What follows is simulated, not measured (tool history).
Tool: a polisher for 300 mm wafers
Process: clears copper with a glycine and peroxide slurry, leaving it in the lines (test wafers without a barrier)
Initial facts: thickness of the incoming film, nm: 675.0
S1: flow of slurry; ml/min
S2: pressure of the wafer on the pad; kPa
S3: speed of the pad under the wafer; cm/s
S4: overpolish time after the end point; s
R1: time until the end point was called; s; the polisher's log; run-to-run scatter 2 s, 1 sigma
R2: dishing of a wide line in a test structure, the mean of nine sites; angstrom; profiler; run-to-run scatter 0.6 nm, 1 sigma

| run | hour | S1 | S2 | S3 | S4 | R1 | R2 |
|---|---|---|---|---|---|---|---|
| 1 | 0 | 195 | 13.8 | 104 | 22 | 191.94 | 457.55 |
| 2 | 2.9 | 200 | 15.2 | 106 | 19 | 175.69 | 436.6 |
| 3 | 4.8 | 200 | 15.9 | 106 | 17 | 176.37 | 398.45 |
| 4 | 9.4 | 200 | 15.9 | 106 | 14 | 168.52 | 338.2 |
| 5 | 13.5 | 200 | 15.9 | 82 | 14 | 207.85 | 284.33 |
| 6 | 22.3 | 220 | 15.9 | 82 | 14 | 201.83 | 284.03 |
| 7 | 28.2 | 225 | 17.2 | 84 | 14 | 188.98 | 306.8 |

Expected results for the next run?
| 8 | 35.3 | 230 | 18.6 | 88 | 14 | ? | ? |

R1: 170.56 s
R2: 342.54 angstrom

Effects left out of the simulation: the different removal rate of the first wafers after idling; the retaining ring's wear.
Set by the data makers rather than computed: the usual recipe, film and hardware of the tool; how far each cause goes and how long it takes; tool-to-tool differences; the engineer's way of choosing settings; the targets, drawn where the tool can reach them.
